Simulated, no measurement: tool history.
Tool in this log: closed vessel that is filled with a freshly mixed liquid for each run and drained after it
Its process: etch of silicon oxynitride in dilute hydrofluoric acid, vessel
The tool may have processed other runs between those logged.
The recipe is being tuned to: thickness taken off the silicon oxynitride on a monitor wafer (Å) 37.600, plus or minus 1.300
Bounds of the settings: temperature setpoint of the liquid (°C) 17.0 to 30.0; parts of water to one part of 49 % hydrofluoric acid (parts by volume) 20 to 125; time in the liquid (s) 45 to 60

run,hour,temperature setpoint of the liquid (°C),parts of water to one part of 49 % hydrofluoric acid (parts by volume),time in the liquid (s),thickness taken off the silicon oxynitride on a monitor wafer (Å)
1,0.0,22.0,70,60,30.127
2,6.2,20.0,70,60,26.956
3,7.3,21.5,70,60,29.224
4,11.7,23.0,70,60,31.634
5,16.4,20.0,70,60,27.078
6,18.6,21.5,70,60,29.373
7,27.5,23.0,70,60,31.013
8,33.1,24.0,70,60,33.027

Which single option among these 5 for the next run brings every result within its allowed miss of target? Just one does.
A,38.7,24.0,65,60,?
B,38.7,25.5,65,55,?
C,38.7,23.5,65,60,?
D,38.7,26.5,75,60,?
E,38.7,25.5,55,50,?

move,thickness taken off the silicon oxynitride on a monitor wafer (Å)
A,35.639
B,35.109
C,34.787
D,34.489
E,38.056
A: better than the last run, though not everything is in spec
B: better than the last run, though not everything is in spec
C: better than the last run, though not everything is in spec
D: better than the last run, though not everything is in spec
E: in spec on every target
E meets every target.
